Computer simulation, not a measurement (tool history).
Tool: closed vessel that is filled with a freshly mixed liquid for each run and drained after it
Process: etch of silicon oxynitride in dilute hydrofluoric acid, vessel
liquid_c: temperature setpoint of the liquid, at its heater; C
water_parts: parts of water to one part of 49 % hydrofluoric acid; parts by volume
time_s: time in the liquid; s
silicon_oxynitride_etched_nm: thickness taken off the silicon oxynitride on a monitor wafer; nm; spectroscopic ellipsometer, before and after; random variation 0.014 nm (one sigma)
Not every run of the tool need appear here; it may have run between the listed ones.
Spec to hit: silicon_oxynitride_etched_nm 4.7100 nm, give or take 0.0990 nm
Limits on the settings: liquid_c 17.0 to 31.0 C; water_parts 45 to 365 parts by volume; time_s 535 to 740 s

{"run": 1, "day": 0.0, "liquid_c": 23.0, "water_parts": 205, "time_s": 740, "silicon_oxynitride_etched_nm": 5.5756}
{"run": 2, "day": 0.154, "liquid_c": 23.0, "water_parts": 205, "time_s": 740, "silicon_oxynitride_etched_nm": 5.5383}
{"run": 3, "day": 0.517, "liquid_c": 22.0, "water_parts": 205, "time_s": 740, "silicon_oxynitride_etched_nm": 5.2921}
{"run": 4, "day": 0.596, "liquid_c": 22.0, "water_parts": 160, "time_s": 740, "silicon_oxynitride_etched_nm": 7.0304}
{"run": 5, "day": 0.946, "liquid_c": 22.0, "water_parts": 115, "time_s": 740, "silicon_oxynitride_etched_nm": 10.159}
{"run": 6, "day": 1.238, "liquid_c": 24.5, "water_parts": 115, "time_s": 740, "silicon_oxynitride_etched_nm": 11.324}
{"run": 7, "day": 1.304, "liquid_c": 20.5, "water_parts": 195, "time_s": 730, "silicon_oxynitride_etched_nm": 5.1539}
{"run": 8, "day": 1.667, "liquid_c": 20.0, "water_parts": 195, "time_s": 730, "silicon_oxynitride_etched_nm": 5.0467}
{"run": 9, "day": 1.779, "liquid_c": 20.0, "water_parts": 195, "time_s": 730, "silicon_oxynitride_etched_nm": 5.0363}

Pick the move, out of 5, that brings all results within their allowed miss; only one does.
{"run": "A", "day": 1.892, "liquid_c": 21.5, "water_parts": 195, "time_s": 740, "silicon_oxynitride_etched_nm": "?"}
{"run": "B", "day": 1.892, "liquid_c": 18.0, "water_parts": 200, "time_s": 740, "silicon_oxynitride_etched_nm": "?"}
{"run": "C", "day": 1.892, "liquid_c": 21.5, "water_parts": 190, "time_s": 705, "silicon_oxynitride_etched_nm": "?"}
{"run": "D", "day": 1.892, "liquid_c": 24.0, "water_parts": 185, "time_s": 535, "silicon_oxynitride_etched_nm": "?"}
{"run": "E", "day": 1.892, "liquid_c": 19.0, "water_parts": 175, "time_s": 730, "silicon_oxynitride_etched_nm": "?"}

move=A silicon_oxynitride_etched_nm=5.5060
move=B silicon_oxynitride_etched_nm=4.5451
move=C silicon_oxynitride_etched_nm=5.4024
move=D silicon_oxynitride_etched_nm=4.7346
move=E silicon_oxynitride_etched_nm=5.4583
A: its largest miss is bigger than the last run's
B: takes the biggest miss from the last run beyond its target
C: its largest miss is bigger than the last run's
D: meets every target
E: its largest miss is bigger than the last run's
D meets every target.
